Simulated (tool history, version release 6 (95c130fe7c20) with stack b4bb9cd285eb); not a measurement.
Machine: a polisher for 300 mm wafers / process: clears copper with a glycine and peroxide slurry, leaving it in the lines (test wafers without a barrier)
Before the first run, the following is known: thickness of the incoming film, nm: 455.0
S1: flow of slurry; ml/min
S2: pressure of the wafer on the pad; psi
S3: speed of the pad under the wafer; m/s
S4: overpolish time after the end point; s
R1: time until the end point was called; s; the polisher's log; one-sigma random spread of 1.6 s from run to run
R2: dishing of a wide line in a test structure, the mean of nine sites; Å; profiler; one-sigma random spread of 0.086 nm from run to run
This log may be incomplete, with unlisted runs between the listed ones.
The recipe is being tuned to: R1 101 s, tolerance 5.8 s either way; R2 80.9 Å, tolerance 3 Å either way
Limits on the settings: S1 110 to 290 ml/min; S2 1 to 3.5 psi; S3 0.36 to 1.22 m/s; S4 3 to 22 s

run 1 hour=0 | S1=185 S2=2.2 S3=0.78 S4=11 | R1=98.511 R2=155.79
run 2 hour=6.4 | S1=175 S2=2.1 S3=0.82 S4=10 | R1=99.633 R2=154.54
run 3 hour=9.8 | S1=175 S2=2.1 S3=0.68 S4=10 | R1=114.04 R2=149.92
run 4 hour=10.5 | S1=170 S2=2.2 S3=0.64 S4=9 | R1=116.25 R2=144.2
run 5 hour=17.9 | S1=170 S2=2.2 S3=0.64 S4=6 | R1=115.68 R2=118.25
run 6 hour=21.5 | S1=185 S2=2.3 S3=0.6 S4=6 | R1=118.41 R2=121.76
run 7 hour=25.9 | S1=175 S2=2.4 S3=0.58 S4=6 | R1=119.3 R2=119.84
run 8 hour=34 | S1=170 S2=2.5 S3=0.56 S4=6 | R1=116 R2=118.86
run 9 hour=35 | S1=120 S2=3.1 S3=0.36 S4=3 | R1=143.56 R2=65.349
run 10 hour=43.4 | S1=125 S2=3.1 S3=0.38 S4=3 | R1=131.97 R2=66.256
run 11 hour=47.3 | S1=130 S2=3.1 S3=0.38 S4=3 | R1=137.83 R2=68.106
run 12 hour=53.4 | S1=135 S2=3.1 S3=0.4 S4=3 | R1=127.28 R2=69.754
run 13 hour=56.6 | S1=140 S2=3.1 S3=0.4 S4=3 | R1=128.28 R2=68.058
run 14 hour=60.9 | S1=150 S2=3.1 S3=0.4 S4=3 | R1=125.43 R2=69.669
run 15 hour=65.7 | S1=160 S2=3.1 S3=0.4 S4=3 | R1=125.26 R2=70.88
run 16 hour=71.2 | S1=185 S2=3.5 S3=0.48 S4=8 | R1=97.962 R2=141.84
run 17 hour=71.8 | S1=180 S2=3.5 S3=0.48 S4=7 | R1=98.256 R2=137.04
run 18 hour=80.1 | S1=170 S2=3.5 S3=0.48 S4=7 | R1=96.795 R2=137.52
run 19 hour=82 | S1=165 S2=3.5 S3=0.48 S4=7 | R1=97.74 R2=132.96

Exactly one of the 4 candidate moves below puts every result within its allowed miss. Which one?
run A hour=83.9 | S1=110 S2=3.2 S3=0.7 S4=3 | R1=? R2=?
run B hour=83.9 | S1=110 S2=3.5 S3=0.68 S4=3 | R1=? R2=?
run C hour=83.9 | S1=225 S2=3.3 S3=0.46 S4=3 | R1=? R2=?
run D hour=83.9 | S1=180 S2=3.5 S3=0.52 S4=3 | R1=? R2=?

move=A R1=89.968 R2=88.415
move=B R1=85.58 R2=91.142
move=C R1=103.51 R2=81.862
move=D R1=94.08 R2=86.757
A: closes in on the targets versus the last run, not all within tolerance yet
B: closes in on the targets versus the last run, not all within tolerance yet
C: in spec on every target
D: closes in on the targets versus the last run, not all within tolerance yet
So the answer is move C, the one that meets all the targets.
